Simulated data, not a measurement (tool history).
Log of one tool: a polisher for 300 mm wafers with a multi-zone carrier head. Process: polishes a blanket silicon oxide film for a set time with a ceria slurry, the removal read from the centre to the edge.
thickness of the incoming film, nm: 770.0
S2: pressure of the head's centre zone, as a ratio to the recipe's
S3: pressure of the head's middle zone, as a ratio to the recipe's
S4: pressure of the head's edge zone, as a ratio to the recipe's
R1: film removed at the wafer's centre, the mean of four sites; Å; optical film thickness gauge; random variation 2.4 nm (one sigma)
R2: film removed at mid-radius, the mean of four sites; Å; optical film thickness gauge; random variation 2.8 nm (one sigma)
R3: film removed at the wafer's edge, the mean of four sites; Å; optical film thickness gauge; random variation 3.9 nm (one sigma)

Run 1, hour 0.0: flow of slurry (ml/min) 130, S2 1.00, S3 1.00, S4 1.00, polishing time (s) 45. Result: R1 2708.2 Å, R2 2622.3 Å, R3 2694.4 Å.
Run 2, hour 3.6: flow of slurry (ml/min) 135, S2 1.01, S3 1.01, S4 1.02, polishing time (s) 46. Result: R1 2830.2 Å, R2 2744.6 Å, R3 2801.3 Å.
Run 3, hour 5.7: flow of slurry (ml/min) 135, S2 1.01, S3 1.01, S4 1.06, polishing time (s) 46. Result: R1 2844.7 Å, R2 2756.7 Å, R3 2827.6 Å.
Run 4, hour 11.3: flow of slurry (ml/min) 155, S2 1.01, S3 1.01, S4 1.06, polishing time (s) 46. Result: R1 2874.2 Å, R2 2813.2 Å, R3 2868.9 Å.
Run 5, hour 17.8: flow of slurry (ml/min) 155, S2 1.02, S3 1.01, S4 1.07, polishing time (s) 47. Result: R1 2933.5 Å, R2 2896.3 Å, R3 2957.6 Å.
Run 6, hour 22.5: flow of slurry (ml/min) 155, S2 1.03, S3 1.01, S4 1.08, polishing time (s) 48. Result: R1 3075.0 Å, R2 2906.0 Å, R3 3008.3 Å.
Run 7, hour 26.2: flow of slurry (ml/min) 155, S2 1.03, S3 1.02, S4 1.09, polishing time (s) 49. Result: R1 3092.9 Å, R2 2991.8 Å, R3 3083.6 Å.
Run 8, hour 35.1: flow of slurry (ml/min) 155, S2 1.04, S3 1.03, S4 1.10, polishing time (s) 50. Result: R1 3202.0 Å, R2 3058.3 Å, R3 3167.6 Å.
Run 9, hour 39.8: flow of slurry (ml/min) 160, S2 1.05, S3 1.04, S4 1.11, polishing time (s) 51. Result: R1 3345.1 Å, R2 3184.1 Å, R3 3294.6 Å.

The next listed run, before its measurement:
Run 10, hour 44.5: flow of slurry (ml/min) 160, S2 1.06, S3 1.05, S4 1.12, polishing time (s) 51. Result: R1 ?, R2 ?, R3 ?.

{"run 10": {"R1": 3355.6, "R2": 3193.3, "R3": 3210.5}}

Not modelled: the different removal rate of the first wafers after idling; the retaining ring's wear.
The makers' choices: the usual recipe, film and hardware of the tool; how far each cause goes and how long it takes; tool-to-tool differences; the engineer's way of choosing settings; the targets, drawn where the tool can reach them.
